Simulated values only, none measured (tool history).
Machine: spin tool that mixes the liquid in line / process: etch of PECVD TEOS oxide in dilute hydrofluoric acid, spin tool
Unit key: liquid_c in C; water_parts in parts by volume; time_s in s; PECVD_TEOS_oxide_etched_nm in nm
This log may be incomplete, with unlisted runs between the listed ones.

Run 1, hour 0.0: liquid_c 20.0 C, water_parts 50 parts by volume, time_s 255 s. Result: PECVD_TEOS_oxide_etched_nm 48.814 nm.
Run 2, hour 8.6: liquid_c 22.5 C, water_parts 50 parts by volume, time_s 255 s. Result: PECVD_TEOS_oxide_etched_nm 54.034 nm.
Run 3, hour 10.3: liquid_c 19.5 C, water_parts 50 parts by volume, time_s 255 s. Result: PECVD_TEOS_oxide_etched_nm 47.347 nm.
Run 4, hour 15.0: liquid_c 19.5 C, water_parts 40 parts by volume, time_s 255 s. Result: PECVD_TEOS_oxide_etched_nm 60.205 nm.
Run 5, hour 19.9: liquid_c 21.5 C, water_parts 40 parts by volume, time_s 255 s. Result: PECVD_TEOS_oxide_etched_nm 65.137 nm.
Run 6, hour 22.8: liquid_c 23.0 C, water_parts 40 parts by volume, time_s 255 s. Result: PECVD_TEOS_oxide_etched_nm 69.548 nm.
Run 7, hour 27.7: liquid_c 24.0 C, water_parts 40 parts by volume, time_s 255 s. Result: PECVD_TEOS_oxide_etched_nm 73.223 nm.
Run 8, hour 35.7: liquid_c 24.0 C, water_parts 40 parts by volume, time_s 255 s. Result: PECVD_TEOS_oxide_etched_nm 74.358 nm.
Run 9, hour 38.7: liquid_c 25.0 C, water_parts 40 parts by volume, time_s 255 s. Result: PECVD_TEOS_oxide_etched_nm 76.093 nm.

Run 10, settings as shown, results not yet in. Your forecast:
Run 10, hour 43.4: liquid_c 25.5 C, water_parts 40 parts by volume, time_s 255 s. Result: PECVD_TEOS_oxide_etched_nm ?.

{"run 10": {"PECVD_TEOS_oxide_etched_nm": 76.204}}
